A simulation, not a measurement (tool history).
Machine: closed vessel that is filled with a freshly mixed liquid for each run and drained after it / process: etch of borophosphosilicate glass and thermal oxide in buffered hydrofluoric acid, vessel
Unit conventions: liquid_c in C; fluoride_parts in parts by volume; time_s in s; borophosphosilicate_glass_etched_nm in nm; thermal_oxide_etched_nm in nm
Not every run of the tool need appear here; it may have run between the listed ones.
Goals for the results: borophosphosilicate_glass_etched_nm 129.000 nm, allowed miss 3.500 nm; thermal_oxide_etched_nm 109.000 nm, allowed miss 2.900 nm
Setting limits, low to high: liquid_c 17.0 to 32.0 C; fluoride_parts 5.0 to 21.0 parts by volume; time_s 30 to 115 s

run  hour  liquid_c  fluoride_parts  time_s  borophosphosilicate_glass_etched_nm  thermal_oxide_etched_nm
  1   0.0      25.0            13.0      60                               61.609                   51.697
  2   1.7      25.0            13.0      80                               82.427                   69.481
  3   8.2      27.0            12.5      80                               95.105                   80.726
  4  14.3      27.0            12.5      60                               72.233                   60.593
  5  19.5      28.0            12.5      60                               74.347                   63.565
  6  22.9      28.0            14.0      60                               66.464                   56.815
  7  30.5      29.0            12.0      60                               81.902                   69.769
  8  37.0      30.0            10.5      60                               98.286                   83.784
     44.7  -- hydrofluoric acid flow meter replaced
  9  44.7      30.0            10.5      60                              111.360                   94.192
 10  46.8      30.5            10.5      60                              114.470                   96.998
 11  49.3      31.0            10.5      60                              114.570                   98.908
 12  53.9      31.5            10.0      60                              124.040                  105.790

Consider the 4 candidate settings below. Which is the only one whose results all fall within their allowed miss of target?
  A  58.5      24.0             5.0      45                                    ?                        ?
  B  58.5      30.5             7.5      50                                    ?                        ?
  C  58.5      32.0             8.5      50                                    ?                        ?
  D  58.5      32.0            11.5      65                                    ?                        ?

move  borophosphosilicate_glass_etched_nm  thermal_oxide_etched_nm
   A                              119.280                   98.677
   B                              128.830                  107.940
   C                              121.410                  101.920
   D                              120.980                  101.770
A: the biggest miss grows against the last run
B: hits every target within its allowed miss
C: the biggest miss grows against the last run
D: the biggest miss grows against the last run
So the answer is move B, the one that meets all the targets.

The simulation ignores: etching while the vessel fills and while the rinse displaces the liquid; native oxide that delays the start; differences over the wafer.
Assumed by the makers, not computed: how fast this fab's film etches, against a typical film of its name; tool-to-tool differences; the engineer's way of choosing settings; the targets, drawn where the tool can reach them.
